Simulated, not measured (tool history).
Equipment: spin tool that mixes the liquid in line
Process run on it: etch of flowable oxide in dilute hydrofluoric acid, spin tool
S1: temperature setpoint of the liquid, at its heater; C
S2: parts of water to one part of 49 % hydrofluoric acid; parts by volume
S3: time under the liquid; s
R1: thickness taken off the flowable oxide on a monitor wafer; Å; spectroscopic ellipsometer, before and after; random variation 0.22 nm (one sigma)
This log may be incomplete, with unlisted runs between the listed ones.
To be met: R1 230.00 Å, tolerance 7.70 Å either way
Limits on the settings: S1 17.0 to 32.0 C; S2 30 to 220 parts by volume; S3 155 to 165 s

run 1 day=0.000 | S1=24.0 S2=125 S3=155 | R1=358.55
run 2 day=0.292 | S1=24.0 S2=125 S3=155 | R1=358.37
run 3 day=0.412 | S1=22.0 S2=130 S3=155 | R1=311.43
run 4 day=0.704 | S1=22.0 S2=110 S3=155 | R1=378.24
run 5 day=0.838 | S1=22.0 S2=110 S3=165 | R1=407.29
-- day=0.908 thermometer replaced
run 6 day=0.908 | S1=22.0 S2=155 S3=165 | R1=247.23
run 7 day=1.033 | S1=21.5 S2=155 S3=165 | R1=245.64
run 8 day=1.167 | S1=21.0 S2=155 S3=165 | R1=242.98

4 next moves are on the table. One of them brings every result within its allowed miss. Which?
run A day=1.300 | S1=22.0 S2=160 S3=160 | R1=?
run B day=1.300 | S1=21.0 S2=165 S3=160 | R1=?
run C day=1.300 | S1=20.5 S2=130 S3=155 | R1=?
run D day=1.300 | S1=19.0 S2=160 S3=160 | R1=?

move=A R1=233.18
move=B R1=216.34
move=C R1=270.68
move=D R1=207.22
A: meets every target
B: takes the result that was furthest off past its target
C: misses by more than the last run did
D: takes the result that was furthest off past its target
Correct choice: A, which meets every target
